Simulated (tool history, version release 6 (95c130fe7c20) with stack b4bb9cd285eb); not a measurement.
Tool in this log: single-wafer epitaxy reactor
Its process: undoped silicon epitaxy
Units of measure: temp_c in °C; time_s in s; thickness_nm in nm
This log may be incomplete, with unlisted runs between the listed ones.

run	hour	temp_c	time_s	thickness_nm
1	0.0	655	311	48.615
2	4.3	655	339	52.732
3	5.3	655	371	57.345
4	12.5	655	354	55.273
5	18.0	663	354	63.959
6	24.4	660	354	60.570
7	26.7	657	354	57.436

Run 8 is up next; what results do you expect?
# hour 30.1: pyrometer calibrated
8	30.1	655	354	?

{"run 8": {"thickness_nm": 60.957}}
